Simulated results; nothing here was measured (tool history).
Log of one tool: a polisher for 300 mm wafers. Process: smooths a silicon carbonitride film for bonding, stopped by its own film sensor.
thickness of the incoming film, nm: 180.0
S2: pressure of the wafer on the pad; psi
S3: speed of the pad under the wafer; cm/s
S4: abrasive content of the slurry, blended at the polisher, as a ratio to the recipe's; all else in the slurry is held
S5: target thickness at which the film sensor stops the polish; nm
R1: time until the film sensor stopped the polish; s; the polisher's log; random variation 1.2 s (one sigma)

Run 1, hour 0: flow of slurry (ml/min) 255, S2 1.9 psi, S3 90 cm/s, S4 1, S5 157 nm. Result: R1 117.33 s.
Run 2, hour 2.6: flow of slurry (ml/min) 255, S2 1.9 psi, S3 72 cm/s, S4 1, S5 157 nm. Result: R1 129.34 s.
Run 3, hour 11.1: flow of slurry (ml/min) 255, S2 2 psi, S3 74 cm/s, S4 1, S5 157 nm. Result: R1 128.28 s.
Run 4, hour 14.4: flow of slurry (ml/min) 255, S2 2 psi, S3 74 cm/s, S4 1.15, S5 157 nm. Result: R1 116.42 s.
Run 5, hour 19.9: flow of slurry (ml/min) 255, S2 2.1 psi, S3 76 cm/s, S4 1.15, S5 157 nm. Result: R1 109.31 s.
Run 6, hour 21.1: flow of slurry (ml/min) 255, S2 2.2 psi, S3 78 cm/s, S4 1.15, S5 157 nm. Result: R1 108.89 s.
Run 7, hour 29.3: flow of slurry (ml/min) 255, S2 2.3 psi, S3 82 cm/s, S4 1.15, S5 157 nm. Result: R1 97.978 s.
Run 8, hour 32.1: flow of slurry (ml/min) 255, S2 2.4 psi, S3 84 cm/s, S4 1.15, S5 157 nm. Result: R1 93.778 s.

The next listed run, before its measurement:
Run 9, hour 39.1: flow of slurry (ml/min) 255, S2 2.5 psi, S3 86 cm/s, S4 1.15, S5 157 nm. Result: R1 ?.

R1: 86.94 s

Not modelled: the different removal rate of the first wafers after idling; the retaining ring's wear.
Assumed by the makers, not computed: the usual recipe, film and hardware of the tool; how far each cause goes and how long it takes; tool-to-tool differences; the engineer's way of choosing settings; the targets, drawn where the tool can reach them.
